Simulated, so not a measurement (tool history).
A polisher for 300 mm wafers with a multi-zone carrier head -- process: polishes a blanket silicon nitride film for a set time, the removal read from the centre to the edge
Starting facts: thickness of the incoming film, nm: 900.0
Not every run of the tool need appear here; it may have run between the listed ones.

run  hour  flow of slurry (ml/min)  pressure of the head's centre zone  pressure of the head's middle zone  pressure of the head's edge zone  polishing time (s)  film removed at the wafer's centre (angstrom)  film removed at mid-radius (angstrom)  film removed at the wafer's edge (angstrom)
  1     0                      195                                   1                                   1                                 1                  51                                         1175.2                                 1126.8                                       1185.2
  2   3.9                      195                                   1                                   1                                 1                  62                                         1391.5                                 1400.4                                       1427.5
  3  10.2                      195                                   1                                   1                              0.95                  62                                         1369.7                                 1378.6                                       1409.6
  4  11.5                      195                                   1                                1.07                              0.95                  62                                         1417.8                                 1440.8                                       1370.6
  5  14.6                      190                                0.99                                1.04                              0.94                  53                                         1162.8                                 1226.1                                       1172.9
  6  17.2                      190                                0.99                                1.04                                 1                  53                                         1180.4                                 1228.5                                       1209.8

Run 7 comes next. What will it give?
  7    21                      195                                0.99                                1.01                              0.99                  46                                              ?                                      ?                                            ?

{"run 7": {"film removed at the wafer's centre (angstrom)": 1047.4, "film removed at mid-radius (angstrom)": 1075.3, "film removed at the wafer's edge (angstrom)": 1039.1}}
